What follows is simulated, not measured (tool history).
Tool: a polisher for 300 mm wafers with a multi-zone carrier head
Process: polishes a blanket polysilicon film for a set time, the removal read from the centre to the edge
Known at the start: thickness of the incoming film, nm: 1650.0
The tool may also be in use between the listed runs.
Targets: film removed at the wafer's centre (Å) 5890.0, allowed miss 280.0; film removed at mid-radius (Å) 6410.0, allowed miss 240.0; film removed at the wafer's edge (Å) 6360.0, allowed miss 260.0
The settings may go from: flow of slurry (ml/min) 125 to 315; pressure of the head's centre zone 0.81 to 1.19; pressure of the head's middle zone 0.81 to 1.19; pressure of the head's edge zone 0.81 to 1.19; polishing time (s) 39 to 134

run  hour  flow of slurry (ml/min)  pressure of the head's centre zone  pressure of the head's middle zone  pressure of the head's edge zone  polishing time (s)  film removed at the wafer's centre (Å)  film removed at mid-radius (Å)  film removed at the wafer's edge (Å)
  1   0.0                      205                                1.00                                1.00                              1.00                  86                                  4862.8                          4723.0                                4941.4
  2   1.2                      205                                1.00                                1.01                              1.01                  88                                  4949.2                          4866.3                                5165.8
  3   9.2                      205                                1.00                                1.01                              1.09                  88                                  5059.6                          4941.7                                5264.8
  4  11.1                      180                                1.00                                1.01                              1.09                  88                                  4777.8                          4926.6                                5276.1
     18.9  -- edge zone pressure recalibrated
  5  18.9                      180                                1.00                                0.94                              1.09                  88                                  4865.3                          4592.9                                4971.5
  6  22.5                      185                                1.01                                0.97                              1.08                  89                                  4930.5                          4855.2                                4973.7
  7  23.2                      190                                1.01                                0.99                              1.09                  90                                  5078.1                          4963.0                                5065.8
  8  30.6                      195                                1.01                                1.01                              1.09                  91                                  5178.1                          5070.7                                5232.8

5 next moves are on the table. One of them brings every result within its allowed miss. Which?
  A  38.0                      200                                0.82                                0.98                              1.13                 105                                       ?                               ?                                     ?
  B  38.0                      140                                1.00                                1.13                              1.04                 109                                       ?                               ?                                     ?
  C  38.0                      305                                1.15                                0.88                              1.09                  65                                       ?                               ?                                     ?
  D  38.0                      175                                0.99                                1.07                              1.11                 110                                       ?                               ?                                     ?
  E  38.0                      175                                1.17                                1.10                              1.13                  99                                       ?                               ?                                     ?

move  film removed at the wafer's centre (Å)  film removed at mid-radius (Å)  film removed at the wafer's edge (Å)
   A                                  4860.5                          5652.8                                6073.6
   B                                  5516.1                          6272.0                                5803.1
   C                                  4100.8                          3347.6                                3828.2
   D                                  5747.8                          6258.7                                6212.6
   E                                  5895.9                          5763.2                                5640.2
A: nearer than the last run, and not there yet
B: brings the result that was furthest off to its target, and leaves another outside
C: further off than the last run
D: meets every target
E: nearer than the last run, and not there yet
Answer: D
